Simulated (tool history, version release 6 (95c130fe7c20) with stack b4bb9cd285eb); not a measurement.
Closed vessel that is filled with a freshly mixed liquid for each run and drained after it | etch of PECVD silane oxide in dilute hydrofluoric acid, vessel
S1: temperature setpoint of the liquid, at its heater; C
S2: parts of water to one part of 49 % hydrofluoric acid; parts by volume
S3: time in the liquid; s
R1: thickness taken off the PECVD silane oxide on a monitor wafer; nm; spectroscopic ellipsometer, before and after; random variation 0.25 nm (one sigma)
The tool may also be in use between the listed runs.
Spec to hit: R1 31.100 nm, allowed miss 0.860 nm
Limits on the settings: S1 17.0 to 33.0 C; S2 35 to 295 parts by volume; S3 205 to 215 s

run,hour,S1,S2,S3,R1
1,0.0,25.0,165,205,44.836
2,0.9,24.0,165,205,43.158
3,7.2,21.0,165,205,37.921
4,9.1,21.0,205,205,29.159
5,13.3,21.0,230,205,25.628
6,19.1,18.5,230,205,23.717
7,28.1,22.5,225,205,27.573
8,30.1,23.0,225,205,28.657

Which single option among these 4 for the next run brings every result within its allowed miss of target? Just one does.
A,32.1,25.5,230,210,?
B,32.1,24.0,245,210,?
C,32.1,23.5,255,215,?
D,32.1,22.0,215,210,?

move,R1
A,31.135
B,27.269
C,26.080
D,29.772
A: every result lands within tolerance
B: its largest miss is bigger than the last run's
C: its largest miss is bigger than the last run's
D: gains on the last run, yet a result remains outside its allowed miss
A meets every target.

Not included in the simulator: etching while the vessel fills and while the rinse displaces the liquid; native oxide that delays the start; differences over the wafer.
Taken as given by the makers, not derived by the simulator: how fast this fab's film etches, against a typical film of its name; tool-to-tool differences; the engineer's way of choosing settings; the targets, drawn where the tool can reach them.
